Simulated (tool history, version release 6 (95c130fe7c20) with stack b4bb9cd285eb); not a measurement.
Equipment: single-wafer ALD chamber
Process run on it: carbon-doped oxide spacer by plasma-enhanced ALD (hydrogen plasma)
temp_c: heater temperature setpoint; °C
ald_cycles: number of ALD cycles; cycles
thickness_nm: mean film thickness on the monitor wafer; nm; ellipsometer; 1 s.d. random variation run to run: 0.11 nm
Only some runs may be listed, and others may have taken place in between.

Run 1, hour 0.0: temp_c 380 °C, ald_cycles 615 cycles. Result: thickness_nm 30.004 nm.
Run 2, hour 3.5: temp_c 380 °C, ald_cycles 674 cycles. Result: thickness_nm 33.044 nm.
Run 3, hour 11.2: temp_c 380 °C, ald_cycles 654 cycles. Result: thickness_nm 32.050 nm.
Run 4, hour 18.9: temp_c 380 °C, ald_cycles 720 cycles. Result: thickness_nm 35.356 nm.
Run 5, hour 23.6: temp_c 375 °C, ald_cycles 720 cycles. Result: thickness_nm 35.127 nm.
Run 6, hour 26.5: temp_c 375 °C, ald_cycles 694 cycles. Result: thickness_nm 34.096 nm.
Run 7, hour 29.5: temp_c 375 °C, ald_cycles 670 cycles. Result: thickness_nm 33.184 nm.
Run 8, hour 39.1: temp_c 376 °C, ald_cycles 648 cycles. Result: thickness_nm 31.955 nm.
Run 9, hour 43.5: temp_c 376 °C, ald_cycles 628 cycles. Result: thickness_nm 30.725 nm.
Run 10, hour 50.1: temp_c 376 °C, ald_cycles 612 cycles. Result: thickness_nm 30.021 nm.
Run 11, hour 51.9: temp_c 376 °C, ald_cycles 598 cycles. Result: thickness_nm 29.032 nm.
At hour 56.8: thermocouple changed; heater temperature recalibrated.
Run 12, hour 56.8: temp_c 376 °C, ald_cycles 587 cycles. Result: thickness_nm 28.716 nm.
Run 13, hour 60.3: temp_c 376 °C, ald_cycles 576 cycles. Result: thickness_nm 28.187 nm.
Run 14, hour 63.1: temp_c 376 °C, ald_cycles 566 cycles. Result: thickness_nm 27.716 nm.
Run 15, hour 68.2: temp_c 376 °C, ald_cycles 558 cycles. Result: thickness_nm 27.371 nm.
Run 16, hour 75.8: temp_c 376 °C, ald_cycles 476 cycles. Result: thickness_nm 23.284 nm.
Run 17, hour 79.4: temp_c 376 °C, ald_cycles 479 cycles. Result: thickness_nm 23.709 nm.

Run 18 is up next; what results do you expect?
Run 18, hour 87.8: temp_c 376 °C, ald_cycles 481 cycles. Result: thickness_nm ?.

Run 18 measured thickness_nm 23.468 nm.

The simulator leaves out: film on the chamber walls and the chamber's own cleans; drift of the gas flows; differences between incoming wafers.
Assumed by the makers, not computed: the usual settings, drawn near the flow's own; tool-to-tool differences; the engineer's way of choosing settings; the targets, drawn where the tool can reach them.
